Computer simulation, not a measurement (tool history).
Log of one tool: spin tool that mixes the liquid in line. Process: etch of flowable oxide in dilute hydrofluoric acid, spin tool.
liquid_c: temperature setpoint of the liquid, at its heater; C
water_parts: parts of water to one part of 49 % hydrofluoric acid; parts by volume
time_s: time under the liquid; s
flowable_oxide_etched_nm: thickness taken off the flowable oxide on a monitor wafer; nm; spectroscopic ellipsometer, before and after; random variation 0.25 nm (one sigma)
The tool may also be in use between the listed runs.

run 1 hour=0.0 | liquid_c=23.0 water_parts=60 time_s=55 | flowable_oxide_etched_nm=22.473
run 2 hour=1.4 | liquid_c=23.0 water_parts=60 time_s=55 | flowable_oxide_etched_nm=22.386
run 3 hour=5.3 | liquid_c=24.0 water_parts=60 time_s=55 | flowable_oxide_etched_nm=23.325
run 4 hour=6.5 | liquid_c=21.0 water_parts=60 time_s=55 | flowable_oxide_etched_nm=20.344
run 5 hour=8.9 | liquid_c=22.5 water_parts=60 time_s=55 | flowable_oxide_etched_nm=21.562
run 6 hour=17.9 | liquid_c=22.5 water_parts=45 time_s=55 | flowable_oxide_etched_nm=29.131

Forecast run 7:
run 7 hour=22.5 | liquid_c=23.0 water_parts=45 time_s=55 | flowable_oxide_etched_nm=?

{"run 7": {"flowable_oxide_etched_nm": 30.202}}
